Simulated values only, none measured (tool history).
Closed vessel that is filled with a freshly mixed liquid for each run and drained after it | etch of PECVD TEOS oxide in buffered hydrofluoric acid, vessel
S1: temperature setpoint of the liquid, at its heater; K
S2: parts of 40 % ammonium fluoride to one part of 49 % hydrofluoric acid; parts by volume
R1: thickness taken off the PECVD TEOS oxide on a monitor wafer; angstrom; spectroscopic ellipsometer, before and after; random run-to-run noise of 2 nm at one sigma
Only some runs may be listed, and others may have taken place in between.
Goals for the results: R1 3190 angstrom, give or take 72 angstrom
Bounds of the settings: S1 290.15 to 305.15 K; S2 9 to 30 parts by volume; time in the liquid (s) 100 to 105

{"run": 1, "hour": 0.0, "S1": 297.15, "S2": 24, "time in the liquid (s)": 100, "R1": 1535.9}
{"run": 2, "hour": 5.4, "S1": 297.15, "S2": 24, "time in the liquid (s)": 105, "R1": 1633.6}
{"run": 3, "hour": 11.4, "S1": 297.15, "S2": 24, "time in the liquid (s)": 100, "R1": 1553.9}
{"run": 4, "hour": 18.8, "S1": 295.65, "S2": 24, "time in the liquid (s)": 100, "R1": 1408.6}
{"run": 5, "hour": 24.0, "S1": 295.65, "S2": 28.5, "time in the liquid (s)": 100, "R1": 1262.7}
{"run": 6, "hour": 28.3, "S1": 297.65, "S2": 25.5, "time in the liquid (s)": 100, "R1": 1524.4}
{"run": 7, "hour": 37.3, "S1": 297.65, "S2": 25.5, "time in the liquid (s)": 100, "R1": 1528.3}
{"run": 8, "hour": 41.1, "S1": 299.15, "S2": 23, "time in the liquid (s)": 100, "R1": 1786.5}
{"run": 9, "hour": 46.9, "S1": 300.15, "S2": 21.5, "time in the liquid (s)": 100, "R1": 1955.1}
{"run": 10, "hour": 50.7, "S1": 301.15, "S2": 20, "time in the liquid (s)": 100, "R1": 2191.8}
{"run": 11, "hour": 58.7, "S1": 301.65, "S2": 19, "time in the liquid (s)": 100, "R1": 2370.1}
{"run": 12, "hour": 61.6, "S1": 305.15, "S2": 16, "time in the liquid (s)": 100, "R1": 3345.1}
{"run": 13, "hour": 68.1, "S1": 304.65, "S2": 16, "time in the liquid (s)": 100, "R1": 3273.9}

4 next moves are on the table. One of them brings every result within its allowed miss. Which?
{"run": "A", "hour": 74.6, "S1": 304.15, "S2": 15, "time in the liquid (s)": 100, "R1": "?"}
{"run": "B", "hour": 74.6, "S1": 305.15, "S2": 16.5, "time in the liquid (s)": 105, "R1": "?"}
{"run": "C", "hour": 74.6, "S1": 303.65, "S2": 15.5, "time in the liquid (s)": 100, "R1": "?"}
{"run": "D", "hour": 74.6, "S1": 303.15, "S2": 14, "time in the liquid (s)": 100, "R1": "?"}

move=A R1=3377.4
move=B R1=3402.9
move=C R1=3186.1
move=D R1=3429
A: further off than the last run
B: further off than the last run
C: hits every target within its allowed miss
D: further off than the last run
The right move is C.
